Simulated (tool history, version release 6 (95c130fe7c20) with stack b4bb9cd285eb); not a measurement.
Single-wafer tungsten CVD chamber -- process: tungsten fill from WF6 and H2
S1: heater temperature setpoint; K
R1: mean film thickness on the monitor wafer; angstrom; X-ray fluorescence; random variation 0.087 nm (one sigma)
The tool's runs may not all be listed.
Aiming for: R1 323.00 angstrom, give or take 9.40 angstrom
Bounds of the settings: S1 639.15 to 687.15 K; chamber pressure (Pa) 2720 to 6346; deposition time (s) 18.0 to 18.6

run 1 hour=0.0 | S1=663.15 chamber_pressure_(Pa)=4533 deposition_time_(s)=18.0 | R1=470.75
run 2 hour=8.8 | S1=660.15 chamber_pressure_(Pa)=4506 deposition_time_(s)=18.0 | R1=448.28
run 3 hour=15.3 | S1=660.15 chamber_pressure_(Pa)=4026 deposition_time_(s)=18.0 | R1=429.74
run 4 hour=19.0 | S1=660.15 chamber_pressure_(Pa)=4026 deposition_time_(s)=18.6 | R1=444.04
run 5 hour=25.7 | S1=660.15 chamber_pressure_(Pa)=4026 deposition_time_(s)=18.6 | R1=445.22
run 6 hour=29.5 | S1=654.15 chamber_pressure_(Pa)=4026 deposition_time_(s)=18.6 | R1=401.44
-- hour=30.7 thermocouple changed; heater temperature recalibrated
run 7 hour=30.7 | S1=652.15 chamber_pressure_(Pa)=4013 deposition_time_(s)=18.6 | R1=369.82
run 8 hour=33.7 | S1=651.15 chamber_pressure_(Pa)=4013 deposition_time_(s)=18.6 | R1=363.47

Exercise: of the 5 proposed moves below, exactly one satisfies all targets within the stated allowed misses. Which move is it?
run A hour=36.7 | S1=660.15 chamber_pressure_(Pa)=4040 deposition_time_(s)=18.5 | R1=?
run B hour=36.7 | S1=658.15 chamber_pressure_(Pa)=5066 deposition_time_(s)=18.2 | R1=?
run C hour=36.7 | S1=657.15 chamber_pressure_(Pa)=3333 deposition_time_(s)=18.6 | R1=?
run D hour=36.7 | S1=647.15 chamber_pressure_(Pa)=3906 deposition_time_(s)=18.0 | R1=?
run E hour=36.7 | S1=652.15 chamber_pressure_(Pa)=3333 deposition_time_(s)=18.6 | R1=?

move=A R1=423.75
move=B R1=436.84
move=C R1=378.36
move=D R1=323.60
move=E R1=346.50
A: its largest miss is bigger than the last run's
B: its largest miss is bigger than the last run's
C: its largest miss is bigger than the last run's
D: every result within its allowed miss
E: gains on the last run, yet a result remains outside its allowed miss
Go with D: it meets all targets.
